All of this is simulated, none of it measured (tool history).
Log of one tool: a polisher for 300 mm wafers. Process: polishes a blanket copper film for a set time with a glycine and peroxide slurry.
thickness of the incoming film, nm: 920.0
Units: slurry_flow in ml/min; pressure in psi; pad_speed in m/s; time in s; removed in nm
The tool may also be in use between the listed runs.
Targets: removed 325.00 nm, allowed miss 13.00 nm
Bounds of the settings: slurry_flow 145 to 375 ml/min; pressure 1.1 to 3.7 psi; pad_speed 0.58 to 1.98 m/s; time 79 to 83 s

{"run": 1, "day": 0.0, "slurry_flow": 240, "pressure": 2.4, "pad_speed": 1.28, "time": 79, "removed": 551.81}
{"run": 2, "day": 0.075, "slurry_flow": 240, "pressure": 2.4, "pad_speed": 1.16, "time": 79, "removed": 512.71}
{"run": 3, "day": 0.179, "slurry_flow": 240, "pressure": 2.1, "pad_speed": 1.14, "time": 79, "removed": 452.94}
{"run": 4, "day": 0.458, "slurry_flow": 240, "pressure": 2.1, "pad_speed": 1.14, "time": 83, "removed": 475.88}
{"run": 5, "day": 0.558, "slurry_flow": 240, "pressure": 1.9, "pad_speed": 1.14, "time": 83, "removed": 442.25}
{"run": 6, "day": 0.738, "slurry_flow": 240, "pressure": 1.7, "pad_speed": 1.14, "time": 83, "removed": 400.2}
{"run": 7, "day": 1.071, "slurry_flow": 240, "pressure": 1.6, "pad_speed": 1.14, "time": 83, "removed": 387.35}
{"run": 8, "day": 1.212, "slurry_flow": 240, "pressure": 1.5, "pad_speed": 1.14, "time": 83, "removed": 371.72}
{"run": 9, "day": 1.425, "slurry_flow": 240, "pressure": 1.4, "pad_speed": 1.14, "time": 83, "removed": 347.31}

5 next moves are on the table. One of them brings every result within its allowed miss. Which?
{"run": "A", "day": 1.638, "slurry_flow": 145, "pressure": 1.6, "pad_speed": 1.1, "time": 83, "removed": "?"}
{"run": "B", "day": 1.638, "slurry_flow": 240, "pressure": 1.4, "pad_speed": 1.04, "time": 81, "removed": "?"}
{"run": "C", "day": 1.638, "slurry_flow": 290, "pressure": 1.1, "pad_speed": 1.18, "time": 79, "removed": "?"}
{"run": "D", "day": 1.638, "slurry_flow": 310, "pressure": 1.6, "pad_speed": 0.8, "time": 79, "removed": "?"}
{"run": "E", "day": 1.638, "slurry_flow": 245, "pressure": 1.4, "pad_speed": 1.12, "time": 83, "removed": "?"}

move=A removed=360.58
move=B removed=327.17
move=C removed=296.10
move=D removed=306.92
move=E removed=351.86
A: further off than the last run
B: meets every target
C: takes the result that was furthest off past its target
D: takes the result that was furthest off past its target
E: further off than the last run
Move B is the one to make.

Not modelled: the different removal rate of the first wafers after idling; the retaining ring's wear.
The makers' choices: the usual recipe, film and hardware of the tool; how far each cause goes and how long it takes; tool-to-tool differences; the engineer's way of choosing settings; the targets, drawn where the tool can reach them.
